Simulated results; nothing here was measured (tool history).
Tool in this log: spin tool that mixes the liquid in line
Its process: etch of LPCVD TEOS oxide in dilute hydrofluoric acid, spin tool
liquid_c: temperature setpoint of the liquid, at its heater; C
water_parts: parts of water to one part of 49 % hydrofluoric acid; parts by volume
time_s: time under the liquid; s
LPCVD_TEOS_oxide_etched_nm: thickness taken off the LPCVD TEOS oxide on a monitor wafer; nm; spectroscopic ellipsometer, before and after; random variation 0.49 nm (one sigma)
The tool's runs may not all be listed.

| run | hour | liquid_c | water_parts | time_s | LPCVD_TEOS_oxide_etched_nm |
|---|---|---|---|---|---|
| 1 | 0.0 | 24.0 | 50 | 55 | 29.812 |
| 2 | 6.2 | 21.5 | 50 | 55 | 26.428 |
| 3 | 12.9 | 23.5 | 45 | 55 | 32.145 |
| 4 | 18.9 | 23.5 | 45 | 55 | 31.942 |
| 5 | 21.2 | 25.5 | 40 | 55 | 39.033 |
| 6 | 24.1 | 27.0 | 40 | 55 | 42.128 |
| 7 | 25.3 | 28.0 | 40 | 55 | 44.403 |
| 8 | 28.9 | 29.0 | 40 | 55 | 45.657 |

Run 9, settings as shown, results not yet in. Your forecast:
| 9 | 37.3 | 29.5 | 40 | 55 | ? |

{"run 9": {"LPCVD_TEOS_oxide_etched_nm": 46.216}}

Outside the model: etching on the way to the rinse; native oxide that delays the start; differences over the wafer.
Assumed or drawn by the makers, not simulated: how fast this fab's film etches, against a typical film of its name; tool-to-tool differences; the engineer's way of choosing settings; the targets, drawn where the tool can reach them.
